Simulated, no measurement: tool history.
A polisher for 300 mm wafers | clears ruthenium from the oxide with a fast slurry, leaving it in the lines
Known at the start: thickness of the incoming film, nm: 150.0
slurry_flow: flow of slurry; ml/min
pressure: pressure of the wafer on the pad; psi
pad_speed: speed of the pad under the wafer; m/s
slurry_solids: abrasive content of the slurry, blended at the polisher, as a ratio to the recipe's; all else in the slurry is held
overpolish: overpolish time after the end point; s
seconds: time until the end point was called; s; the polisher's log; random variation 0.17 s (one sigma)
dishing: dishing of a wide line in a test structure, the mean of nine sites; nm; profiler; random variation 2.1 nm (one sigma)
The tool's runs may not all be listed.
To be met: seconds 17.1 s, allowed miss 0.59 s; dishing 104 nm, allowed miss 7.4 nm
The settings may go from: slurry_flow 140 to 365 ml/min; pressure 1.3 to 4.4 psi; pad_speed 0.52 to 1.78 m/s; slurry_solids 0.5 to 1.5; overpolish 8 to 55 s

Run 1, hour 0: slurry_flow 235 ml/min, pressure 2.8 psi, pad_speed 1.14 m/s, slurry_solids 1, overpolish 28 s. Result: seconds 29.633 s, dishing 73.243 nm.
Run 2, hour 7.8: slurry_flow 235 ml/min, pressure 2.9 psi, pad_speed 1.14 m/s, slurry_solids 1, overpolish 28 s. Result: seconds 28.616 s, dishing 76.385 nm.
Run 3, hour 16.6: slurry_flow 235 ml/min, pressure 2.9 psi, pad_speed 1.02 m/s, slurry_solids 1, overpolish 28 s. Result: seconds 32.116 s, dishing 68.753 nm.
Run 4, hour 23.9: slurry_flow 235 ml/min, pressure 2.9 psi, pad_speed 1.02 m/s, slurry_solids 1, overpolish 40 s. Result: seconds 31.513 s, dishing 84.332 nm.
Run 5, hour 25.5: slurry_flow 235 ml/min, pressure 3.1 psi, pad_speed 1.02 m/s, slurry_solids 1, overpolish 39 s. Result: seconds 30.123 s, dishing 90.012 nm.
Run 6, hour 27.7: slurry_flow 235 ml/min, pressure 3.1 psi, pad_speed 1.02 m/s, slurry_solids 1.1, overpolish 39 s. Result: seconds 28.397 s, dishing 90.742 nm.
Run 7, hour 33.9: slurry_flow 235 ml/min, pressure 3.2 psi, pad_speed 1.02 m/s, slurry_solids 1.1, overpolish 38 s. Result: seconds 27.539 s, dishing 88.671 nm.
Run 8, hour 38.7: slurry_flow 235 ml/min, pressure 3.3 psi, pad_speed 1.02 m/s, slurry_solids 1.1, overpolish 37 s. Result: seconds 25.896 s, dishing 88.929 nm.
Run 9, hour 44.1: slurry_flow 235 ml/min, pressure 3.4 psi, pad_speed 1.02 m/s, slurry_solids 1.1, overpolish 37 s. Result: seconds 25.623 s, dishing 90.642 nm.
Run 10, hour 48.9: slurry_flow 235 ml/min, pressure 3.5 psi, pad_speed 1.02 m/s, slurry_solids 1.1, overpolish 37 s. Result: seconds 25.069 s, dishing 93.223 nm.
Run 11, hour 54.7: slurry_flow 235 ml/min, pressure 3.6 psi, pad_speed 1.04 m/s, slurry_solids 1.1, overpolish 36 s. Result: seconds 23.915 s, dishing 91.678 nm.
Run 12, hour 62.3: slurry_flow 235 ml/min, pressure 3.7 psi, pad_speed 1.06 m/s, slurry_solids 1.1, overpolish 36 s. Result: seconds 22.298 s, dishing 97.16 nm.
Run 13, hour 68.2: slurry_flow 235 ml/min, pressure 3.8 psi, pad_speed 1.06 m/s, slurry_solids 1.1, overpolish 36 s. Result: seconds 22.42 s, dishing 94.57 nm.
Run 14, hour 68.8: slurry_flow 235 ml/min, pressure 3.9 psi, pad_speed 1.08 m/s, slurry_solids 1.1, overpolish 36 s. Result: seconds 21.372 s, dishing 101.35 nm.
Run 15, hour 77.5: slurry_flow 235 ml/min, pressure 4 psi, pad_speed 1.08 m/s, slurry_solids 1.1, overpolish 35 s. Result: seconds 20.83 s, dishing 98.643 nm.
Run 16, hour 80.1: slurry_flow 240 ml/min, pressure 4.2 psi, pad_speed 1.14 m/s, slurry_solids 1.1, overpolish 33 s. Result: seconds 19.117 s, dishing 103.66 nm.
Run 17, hour 80.6: slurry_flow 240 ml/min, pressure 4.3 psi, pad_speed 1.18 m/s, slurry_solids 1.1, overpolish 31 s. Result: seconds 17.817 s, dishing 97.554 nm.

Which of these 5 next moves meets every target?
Run A, hour 81.1: slurry_flow 185 ml/min, pressure 4.3 psi, pad_speed 1.3 m/s, slurry_solids 1.05, overpolish 24 s. Result: seconds ?, dishing ?.
Run B, hour 81.1: slurry_flow 255 ml/min, pressure 4.3 psi, pad_speed 1.04 m/s, slurry_solids 1.5, overpolish 34 s. Result: seconds ?, dishing ?.
Run C, hour 81.1: slurry_flow 185 ml/min, pressure 4.2 psi, pad_speed 1.32 m/s, slurry_solids 1.05, overpolish 20 s. Result: seconds ?, dishing ?.
Run D, hour 81.1: slurry_flow 250 ml/min, pressure 4.3 psi, pad_speed 1.3 m/s, slurry_solids 1.2, overpolish 18 s. Result: seconds ?, dishing ?.
Run E, hour 81.1: slurry_flow 230 ml/min, pressure 4.4 psi, pad_speed 1.16 m/s, slurry_solids 1.05, overpolish 23 s. Result: seconds ?, dishing ?.

move  seconds  dishing
   A    16.96   90.857
   B   17.132   102.71
   C     17.1   83.092
   D   15.357   83.182
   E   18.247   86.203
A: brings the result that was furthest off to its target, and leaves another outside
B: meets every target
C: brings the result that was furthest off to its target, and leaves another outside
D: takes the result that was furthest off past its target
E: further off than the last run
Move B is the one to make.
